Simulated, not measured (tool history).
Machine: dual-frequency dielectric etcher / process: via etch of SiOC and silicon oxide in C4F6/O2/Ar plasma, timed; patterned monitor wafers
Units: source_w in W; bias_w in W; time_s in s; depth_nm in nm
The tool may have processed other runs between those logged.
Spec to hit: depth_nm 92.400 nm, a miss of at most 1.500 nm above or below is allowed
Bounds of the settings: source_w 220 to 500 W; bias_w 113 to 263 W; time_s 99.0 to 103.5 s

run  hour  source_w  bias_w  time_s  depth_nm
  1   0.0       360     188    99.0   106.530
  2   2.8       340     187    99.0   103.220
  3  11.7       340     157    99.0    98.330
  4  16.3       340     157   103.5   103.370
  5  17.0       340     157   103.5   102.960
  6  17.7       340     157   103.5   103.060
  7  24.1       330     156   103.5   101.490
  8  29.5       320     155   103.5    99.770

Next run, 5 choices. One meets every target within its allowed miss, the rest don't. Which?
  A  34.9       310     146    99.5         ?
  B  34.9       340     198   102.0         ?
  C  34.9       390     174   103.5         ?
  D  34.9       300     138    99.5         ?
  E  34.9       330     172   103.0         ?

move  depth_nm
   A    92.474
   B   108.240
   C   112.180
   D    89.640
   E   103.330
A: all results in spec
B: lands further from the targets than the last run did
C: lands further from the targets than the last run did
D: takes the biggest miss from the last run beyond its target
E: lands further from the targets than the last run did
Move A is the one to make.
